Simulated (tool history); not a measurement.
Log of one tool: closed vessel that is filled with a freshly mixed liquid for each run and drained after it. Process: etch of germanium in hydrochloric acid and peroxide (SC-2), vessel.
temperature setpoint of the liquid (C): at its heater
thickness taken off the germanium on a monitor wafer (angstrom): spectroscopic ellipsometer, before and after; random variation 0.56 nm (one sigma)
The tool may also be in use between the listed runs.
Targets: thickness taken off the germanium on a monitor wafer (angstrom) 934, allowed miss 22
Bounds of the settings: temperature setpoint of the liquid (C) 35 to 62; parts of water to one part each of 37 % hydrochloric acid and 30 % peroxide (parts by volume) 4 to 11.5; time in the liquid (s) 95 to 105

run  hour  temperature setpoint of the liquid (C)  parts of water to one part each of 37 % hydrochloric acid and 30 % peroxide (parts by volume)  time in the liquid (s)  thickness taken off the germanium on a monitor wafer (angstrom)
  1     0                                      46                                                                                            6.5                      95                                                           1239.6
  2   1.8                                      46                                                                                            6.5                      95                                                           1251.7
  3   8.6                                      46                                                                                              5                      95                                                             1262
  4    16                                    44.5                                                                                              5                      95                                                           1207.3
  5  23.9                                    44.5                                                                                              5                     105                                                           1328.9
  6  30.5                                      43                                                                                              5                     105                                                           1276.8
  7    33                                    41.5                                                                                              5                     105                                                           1203.3
  8  36.6                                    41.5                                                                                              5                     105                                                           1207.9
  9  42.6                                    40.5                                                                                              5                     105                                                           1171.3

Which of these 5 next moves meets every target?
  A  48.6                                    35.5                                                                                              6                     100                                                                ?
  B  48.6                                    38.5                                                                                              4                      95                                                                ?
  C  48.6                                      38                                                                                              7                     100                                                                ?
  D  48.6                                    39.5                                                                                              8                      95                                                                ?
  E  48.6                                    38.5                                                                                            5.5                      95                                                                ?

move  thickness taken off the germanium on a monitor wafer (angstrom)
   A                                                           924.79
   B                                                           981.41
   C                                                             1004
   D                                                           997.76
   E                                                           977.98
A: meets every target
B: nearer than the last run, and not there yet
C: nearer than the last run, and not there yet
D: nearer than the last run, and not there yet
E: nearer than the last run, and not there yet
Move A is the one to make.
